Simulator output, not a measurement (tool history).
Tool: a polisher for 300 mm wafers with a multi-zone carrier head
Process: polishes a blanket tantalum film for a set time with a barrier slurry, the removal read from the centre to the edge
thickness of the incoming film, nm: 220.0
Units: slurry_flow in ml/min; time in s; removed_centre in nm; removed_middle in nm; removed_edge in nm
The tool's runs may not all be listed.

run,hour,slurry_flow,centre_zone,middle_zone,edge_zone,slurry_solids,time,removed_centre,removed_middle,removed_edge
1,0,240,1,1,1,1,42,66.44,66.947,65.093
2,4.3,240,0.99,1,0.97,0.9,40,60.69,61.6,58.656
3,12.8,240,0.99,1,0.97,1.1,40,63.992,65.719,61.834
4,16.1,240,0.99,1,0.97,1.1,50,80.107,81.391,77.314
5,24.8,235,0.98,0.99,0.94,0.95,46,70.027,70.619,68.409
6,27.8,235,0.98,0.93,0.94,0.95,46,70.749,66.952,67.178

The next listed run, before its measurement:
7,33.9,240,0.97,0.95,0.92,0.85,42,?,?,?

Run 7 gave removed_centre 62.785 nm, removed_middle 61.862 nm, removed_edge 58.815 nm.
